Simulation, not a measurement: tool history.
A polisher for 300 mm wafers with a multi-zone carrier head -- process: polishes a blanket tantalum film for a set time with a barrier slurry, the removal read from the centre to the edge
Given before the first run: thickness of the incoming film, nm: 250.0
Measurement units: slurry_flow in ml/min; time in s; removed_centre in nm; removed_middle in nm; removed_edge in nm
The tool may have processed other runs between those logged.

run  hour  slurry_flow  centre_zone  middle_zone  edge_zone  slurry_solids  time  removed_centre  removed_middle  removed_edge
  1     0          175            1            1          1              1    33          31.734          32.155        31.269
  2   5.7          175            1            1          1            0.9    33          30.716          31.318        29.494
  3  10.7          175            1            1          1            0.9    28          25.879          26.424        25.369
  4  13.3          175            1            1       0.97            0.9    28          26.182          26.832        24.819
  5  19.6          185         1.02         1.03       0.97              1    28          27.788          28.399        26.068
  6    22          185         1.02         1.03        0.9              1    28          28.164           28.47        25.047
  7  29.7          195         1.04         1.05       0.91            1.1    28          29.218          30.108        26.325
  8  33.1          195         1.04         1.05       0.91            1.1    28          29.009          30.537        25.877

The next listed run, before its measurement:
  9  40.8          245         1.14         1.15       1.01           1.35    31               ?               ?             ?

removed_centre: 39.274 nm
removed_middle: 39.353 nm
removed_edge: 32.835 nm
